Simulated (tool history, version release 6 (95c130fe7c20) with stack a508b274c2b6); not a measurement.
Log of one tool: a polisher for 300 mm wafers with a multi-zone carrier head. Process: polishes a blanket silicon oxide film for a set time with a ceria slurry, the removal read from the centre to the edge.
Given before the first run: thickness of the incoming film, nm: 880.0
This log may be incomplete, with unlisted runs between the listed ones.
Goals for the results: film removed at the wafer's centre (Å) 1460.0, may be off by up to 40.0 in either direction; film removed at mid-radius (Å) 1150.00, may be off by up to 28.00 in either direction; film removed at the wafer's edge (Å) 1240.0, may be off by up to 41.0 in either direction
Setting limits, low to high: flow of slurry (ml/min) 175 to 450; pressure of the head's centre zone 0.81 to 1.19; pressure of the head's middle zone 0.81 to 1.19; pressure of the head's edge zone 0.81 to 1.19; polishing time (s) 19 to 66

| run | hour | flow of slurry (ml/min) | pressure of the head's centre zone | pressure of the head's middle zone | pressure of the head's edge zone | polishing time (s) | film removed at the wafer's centre (Å) | film removed at mid-radius (Å) | film removed at the wafer's edge (Å) |
|---|---|---|---|---|---|---|---|---|---|
| 1 | 0.0 | 290 | 1.00 | 1.00 | 1.00 | 42 | 2479.7 | 2497.10 | 2480.7 |
| 2 | 1.9 | 290 | 1.00 | 1.00 | 0.94 | 42 | 2511.9 | 2540.80 | 2391.6 |
| 3 | 3.6 | 290 | 1.00 | 1.00 | 0.94 | 47 | 2805.1 | 2811.40 | 2696.8 |
| 4 | 10.6 | 290 | 1.00 | 0.97 | 0.94 | 47 | 2829.2 | 2759.30 | 2692.6 |
| 5 | 19.2 | 255 | 1.00 | 0.92 | 0.92 | 38 | 2227.9 | 2071.40 | 2131.6 |
| 6 | 27.3 | 310 | 1.00 | 0.92 | 0.92 | 38 | 2311.6 | 2124.50 | 2192.9 |
| 7 | 30.1 | 270 | 1.02 | 0.89 | 0.89 | 32 | 1937.6 | 1706.70 | 1759.1 |
| 8 | 39.0 | 250 | 1.03 | 0.87 | 0.88 | 29 | 1748.7 | 1521.50 | 1573.8 |
| 9 | 43.8 | 205 | 1.11 | 0.81 | 0.88 | 20 | 1267.9 | 961.85 | 1092.3 |
| 10 | 51.3 | 250 | 1.10 | 0.82 | 0.88 | 20 | 1304.6 | 997.18 | 1119.6 |
| 11 | 56.3 | 290 | 1.09 | 0.83 | 0.88 | 20 | 1285.8 | 1007.90 | 1130.0 |
| 12 | 61.3 | 290 | 1.10 | 0.84 | 0.88 | 21 | 1377.6 | 1074.10 | 1154.5 |

Consider the 5 candidate settings below. Which is the only one whose results all fall within their allowed miss of target?
| A | 66.3 | 255 | 1.07 | 0.81 | 1.05 | 20 | ? | ? | ? |
| B | 66.3 | 175 | 1.11 | 0.88 | 1.00 | 21 | ? | ? | ? |
| C | 66.3 | 285 | 1.10 | 0.86 | 0.97 | 21 | ? | ? | ? |
| D | 66.3 | 275 | 1.13 | 0.87 | 0.92 | 22 | ? | ? | ? |
| E | 66.3 | 290 | 1.13 | 0.81 | 0.83 | 23 | ? | ? | ? |

| move | film removed at the wafer's centre (Å) | film removed at mid-radius (Å) | film removed at the wafer's edge (Å) |
|---|---|---|---|
| A | 1241.7 | 989.37 | 1197.1 |
| B | 1279.0 | 1057.20 | 1185.3 |
| C | 1358.4 | 1104.00 | 1227.2 |
| D | 1456.0 | 1163.20 | 1255.5 |
| E | 1530.7 | 1153.20 | 1269.1 |
A: further off than the last run
B: further off than the last run
C: nearer the targets than the last run, but a result is still out of spec
D: in spec on every target
E: brings the last run's worst result on target, with another outside its allowed miss
The move that meets every target is D.

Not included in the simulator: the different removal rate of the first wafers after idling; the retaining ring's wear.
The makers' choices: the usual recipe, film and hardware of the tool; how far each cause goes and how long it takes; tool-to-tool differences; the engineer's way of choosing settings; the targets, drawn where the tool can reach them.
